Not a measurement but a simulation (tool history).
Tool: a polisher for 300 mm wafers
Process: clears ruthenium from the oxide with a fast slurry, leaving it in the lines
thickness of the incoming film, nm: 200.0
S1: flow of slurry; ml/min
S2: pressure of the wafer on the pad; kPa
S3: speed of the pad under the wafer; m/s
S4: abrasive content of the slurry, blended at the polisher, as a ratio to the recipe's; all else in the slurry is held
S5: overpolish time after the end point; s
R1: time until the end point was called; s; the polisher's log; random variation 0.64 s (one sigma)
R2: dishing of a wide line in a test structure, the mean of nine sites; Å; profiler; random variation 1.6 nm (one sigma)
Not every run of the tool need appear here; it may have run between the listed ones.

run 1 hour=0 | S1=195 S2=16.5 S3=1.18 S4=1 S5=19 | R1=42.573 R2=712.05
run 2 hour=3.2 | S1=195 S2=17.2 S3=1.18 S4=1 S5=20 | R1=41.154 R2=749.88
run 3 hour=5 | S1=195 S2=15.9 S3=1.18 S4=1 S5=20 | R1=43.541 R2=719.71
run 4 hour=11.2 | S1=195 S2=15.9 S3=1.3 S4=1 S5=20 | R1=39.454 R2=773.76
run 5 hour=19.8 | S1=195 S2=15.9 S3=1.16 S4=1 S5=20 | R1=46.776 R2=707.74
run 6 hour=25.1 | S1=195 S2=15.9 S3=1.16 S4=1 S5=15 | R1=43.41 R2=551.15
run 7 hour=30 | S1=195 S2=15.9 S3=1.16 S4=1 S5=15 | R1=44.884 R2=566.47
run 8 hour=34 | S1=195 S2=16.5 S3=1.16 S4=1 S5=17 | R1=42.135 R2=613.67
run 9 hour=42.5 | S1=195 S2=16.5 S3=1.18 S4=1 S5=18 | R1=42.319 R2=665.3
run 10 hour=48.4 | S1=195 S2=17.2 S3=1.18 S4=1 S5=19 | R1=42.117 R2=729.26
run 11 hour=49.8 | S1=195 S2=17.9 S3=1.18 S4=1 S5=20 | R1=40.333 R2=783.25
run 12 hour=55.5 | S1=195 S2=18.6 S3=1.18 S4=1 S5=21 | R1=39.285 R2=825.29
run 13 hour=60.9 | S1=195 S2=18.6 S3=1.18 S4=1 S5=22 | R1=38.16 R2=875.75
run 14 hour=68.2 | S1=195 S2=18.6 S3=1.18 S4=1 S5=23 | R1=37.039 R2=893.91
run 15 hour=72.9 | S1=195 S2=18.6 S3=1.18 S4=1 S5=24 | R1=38.817 R2=926.8
run 16 hour=73.8 | S1=195 S2=18.6 S3=1.18 S4=1 S5=24 | R1=38.843 R2=896.12

For run 17, what comes out?
run 17 hour=80.7 | S1=195 S2=18.6 S3=1.18 S4=1 S5=25 | R1=? R2=?

R1: 37.668 s
R2: 937.89 Å

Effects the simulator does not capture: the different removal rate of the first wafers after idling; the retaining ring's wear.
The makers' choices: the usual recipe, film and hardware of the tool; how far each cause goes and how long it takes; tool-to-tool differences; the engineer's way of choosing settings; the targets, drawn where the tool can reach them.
